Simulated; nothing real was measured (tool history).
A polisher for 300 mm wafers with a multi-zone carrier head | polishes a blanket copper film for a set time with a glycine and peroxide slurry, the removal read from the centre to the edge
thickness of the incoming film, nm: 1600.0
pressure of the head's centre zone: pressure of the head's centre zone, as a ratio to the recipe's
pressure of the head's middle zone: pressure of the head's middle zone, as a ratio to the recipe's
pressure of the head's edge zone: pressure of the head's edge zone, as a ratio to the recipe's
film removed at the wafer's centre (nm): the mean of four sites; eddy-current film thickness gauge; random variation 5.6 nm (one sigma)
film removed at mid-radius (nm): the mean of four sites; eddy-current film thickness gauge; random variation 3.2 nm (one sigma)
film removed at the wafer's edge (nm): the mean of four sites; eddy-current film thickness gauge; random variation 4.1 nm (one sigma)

run,day,flow of slurry (ml/min),pressure of the head's centre zone,pressure of the head's middle zone,pressure of the head's edge zone,polishing time (s),film removed at the wafer's centre (nm),film removed at mid-radius (nm),film removed at the wafer's edge (nm)
1,0,175,1,1,1,52,404.13,417.07,421.97
2,0.312,175,1,1,1,59,466.52,479.56,478.9
3,0.525,175,1.04,1,1,59,493.89,478.57,482.99
4,0.75,175,1.04,1,1,71,576.16,564.26,575.54
5,1.088,160,0.99,0.95,1,70,543.99,541.53,555.56
6,1.267,160,0.99,0.87,1,70,541.85,502.26,560.64

Forecast run 7:
7,1.362,115,0.89,0.81,0.98,66,?,?,?

Run 7 gave film removed at the wafer's centre (nm) 424.37, film removed at mid-radius (nm) 407.79, film removed at the wafer's edge (nm) 495.16.
